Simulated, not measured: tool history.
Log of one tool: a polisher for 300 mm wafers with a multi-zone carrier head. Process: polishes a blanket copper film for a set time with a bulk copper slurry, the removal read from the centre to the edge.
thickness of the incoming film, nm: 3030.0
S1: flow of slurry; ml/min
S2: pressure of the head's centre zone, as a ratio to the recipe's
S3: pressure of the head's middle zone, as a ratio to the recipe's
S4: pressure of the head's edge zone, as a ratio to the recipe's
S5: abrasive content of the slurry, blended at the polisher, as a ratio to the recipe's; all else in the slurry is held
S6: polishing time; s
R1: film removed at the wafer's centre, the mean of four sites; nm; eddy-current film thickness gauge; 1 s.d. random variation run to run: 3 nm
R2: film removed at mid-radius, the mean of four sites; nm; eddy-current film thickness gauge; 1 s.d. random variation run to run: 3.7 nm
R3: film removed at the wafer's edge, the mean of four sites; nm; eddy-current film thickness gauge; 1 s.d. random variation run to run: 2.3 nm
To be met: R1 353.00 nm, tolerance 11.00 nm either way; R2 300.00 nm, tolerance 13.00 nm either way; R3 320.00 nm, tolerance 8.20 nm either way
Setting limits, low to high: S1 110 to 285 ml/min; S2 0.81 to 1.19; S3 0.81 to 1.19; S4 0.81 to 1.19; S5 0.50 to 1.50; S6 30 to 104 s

run,hour,S1,S2,S3,S4,S5,S6,R1,R2,R3
1,0.0,180,1.00,1.00,1.00,1.00,67,464.39,459.12,458.48
2,4.4,180,1.00,1.08,1.00,1.00,67,455.31,494.55,457.33
3,7.1,180,1.00,1.02,1.00,1.00,67,461.05,472.72,449.96
4,15.3,180,0.97,1.02,1.00,1.00,67,451.80,468.21,457.40
5,24.1,175,0.97,0.99,0.98,0.90,65,424.09,422.60,419.44
6,26.3,135,0.97,0.99,0.98,0.90,65,392.26,405.12,403.05
7,32.5,135,0.97,0.97,0.96,0.85,65,386.20,392.40,392.30
8,34.7,135,0.98,0.95,0.94,0.80,65,379.84,376.38,386.16
9,41.4,135,1.00,0.94,0.92,0.75,64,373.11,358.01,362.23
10,44.1,130,1.01,0.92,0.91,0.75,64,374.77,353.78,361.90
11,52.1,130,1.02,0.91,0.90,0.70,64,371.94,349.32,350.17
12,59.5,130,1.03,0.89,0.90,0.70,64,371.82,335.49,349.46
13,68.0,130,1.03,0.88,0.89,0.70,64,375.76,327.47,345.88
14,70.9,130,1.03,0.87,0.88,0.70,64,376.30,328.33,341.34
# hour 74.6: worn pad replaced by a new one
15,74.6,130,1.03,0.86,0.87,0.70,64,401.48,349.42,368.68
16,78.4,125,1.04,0.87,0.89,0.70,64,399.74,342.73,368.61
17,86.8,125,1.04,0.87,0.89,0.70,64,397.64,345.77,367.17
18,93.2,125,1.03,0.86,0.88,0.70,64,390.12,343.46,368.07
19,94.8,125,1.06,0.84,0.83,0.50,58,317.38,264.77,279.94
20,95.7,130,1.06,0.85,0.85,0.50,58,321.55,273.64,286.52
21,101.5,140,1.06,0.85,0.87,0.50,58,321.78,282.57,293.21
22,108.5,145,1.07,0.84,0.88,0.50,58,333.78,274.27,290.64
23,117.4,150,1.07,0.85,0.90,0.50,58,332.97,278.73,300.51

5 candidate next runs follow, results not yet known. Just one meets every target within its allowed miss. Identify it.
A,126.3,165,1.11,0.99,0.81,0.55,54,?,?,?
B,126.3,145,0.95,0.84,1.01,0.50,59,?,?,?
C,126.3,180,1.09,1.04,0.81,0.50,55,?,?,?
D,126.3,145,1.04,0.84,0.87,0.60,58,?,?,?
E,126.3,145,1.05,0.87,0.87,0.50,53,?,?,?

move,R1,R2,R3
A,347.30,309.17,277.80
B,300.40,278.33,315.21
C,337.02,316.56,272.67
D,352.66,298.19,315.01
E,298.54,256.41,263.96
A: further off than the last run
B: meets the target for the result that was furthest off, but another lies outside its allowed miss
C: further off than the last run
D: meets every target
E: further off than the last run
D is the move that brings every result within its allowed miss.
